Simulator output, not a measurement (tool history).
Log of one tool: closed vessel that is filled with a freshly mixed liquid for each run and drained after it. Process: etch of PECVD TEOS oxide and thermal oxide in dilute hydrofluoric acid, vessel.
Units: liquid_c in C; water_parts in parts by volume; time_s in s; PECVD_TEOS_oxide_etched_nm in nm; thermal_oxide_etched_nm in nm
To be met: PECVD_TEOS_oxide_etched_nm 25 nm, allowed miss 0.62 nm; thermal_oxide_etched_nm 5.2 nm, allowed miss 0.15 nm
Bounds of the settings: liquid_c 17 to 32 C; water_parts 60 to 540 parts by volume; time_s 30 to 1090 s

{"run": 1, "hour": 0.0, "liquid_c": 24, "water_parts": 300, "time_s": 555, "PECVD_TEOS_oxide_etched_nm": 35.352, "thermal_oxide_etched_nm": 7.3417}
{"run": 2, "hour": 7.7, "liquid_c": 21.5, "water_parts": 310, "time_s": 555, "PECVD_TEOS_oxide_etched_nm": 31.033, "thermal_oxide_etched_nm": 6.4157}
{"run": 3, "hour": 16.5, "liquid_c": 20, "water_parts": 310, "time_s": 555, "PECVD_TEOS_oxide_etched_nm": 29.233, "thermal_oxide_etched_nm": 6.0933}
{"run": 4, "hour": 18.6, "liquid_c": 19, "water_parts": 315, "time_s": 555, "PECVD_TEOS_oxide_etched_nm": 27.337, "thermal_oxide_etched_nm": 5.7424}
{"run": 5, "hour": 21.0, "liquid_c": 19, "water_parts": 265, "time_s": 555, "PECVD_TEOS_oxide_etched_nm": 34.405, "thermal_oxide_etched_nm": 7.1616}
{"run": 6, "hour": 28.8, "liquid_c": 18.5, "water_parts": 285, "time_s": 555, "PECVD_TEOS_oxide_etched_nm": 30.821, "thermal_oxide_etched_nm": 6.3742}
{"run": 7, "hour": 34.8, "liquid_c": 18, "water_parts": 295, "time_s": 555, "PECVD_TEOS_oxide_etched_nm": 28.965, "thermal_oxide_etched_nm": 6.0041}
{"run": 8, "hour": 37.3, "liquid_c": 17.5, "water_parts": 305, "time_s": 555, "PECVD_TEOS_oxide_etched_nm": 27.181, "thermal_oxide_etched_nm": 5.7163}

4 next moves are on the table. One of them brings every result within its allowed miss. Which?
{"run": "A", "hour": 39.8, "liquid_c": 18, "water_parts": 285, "time_s": 465, "PECVD_TEOS_oxide_etched_nm": "?", "thermal_oxide_etched_nm": "?"}
{"run": "B", "hour": 39.8, "liquid_c": 19, "water_parts": 275, "time_s": 455, "PECVD_TEOS_oxide_etched_nm": "?", "thermal_oxide_etched_nm": "?"}
{"run": "C", "hour": 39.8, "liquid_c": 23, "water_parts": 305, "time_s": 400, "PECVD_TEOS_oxide_etched_nm": "?", "thermal_oxide_etched_nm": "?"}
{"run": "D", "hour": 39.8, "liquid_c": 17.5, "water_parts": 325, "time_s": 590, "PECVD_TEOS_oxide_etched_nm": "?", "thermal_oxide_etched_nm": "?"}

move=A PECVD_TEOS_oxide_etched_nm=25.385 thermal_oxide_etched_nm=5.2656
move=B PECVD_TEOS_oxide_etched_nm=26.964 thermal_oxide_etched_nm=5.5932
move=C PECVD_TEOS_oxide_etched_nm=24.036 thermal_oxide_etched_nm=4.9858
move=D PECVD_TEOS_oxide_etched_nm=26.799 thermal_oxide_etched_nm=5.5588
A: meets every target
B: nearer than the last run, and not there yet
C: takes the result that was furthest off past its target
D: nearer than the last run, and not there yet
The right move is A.
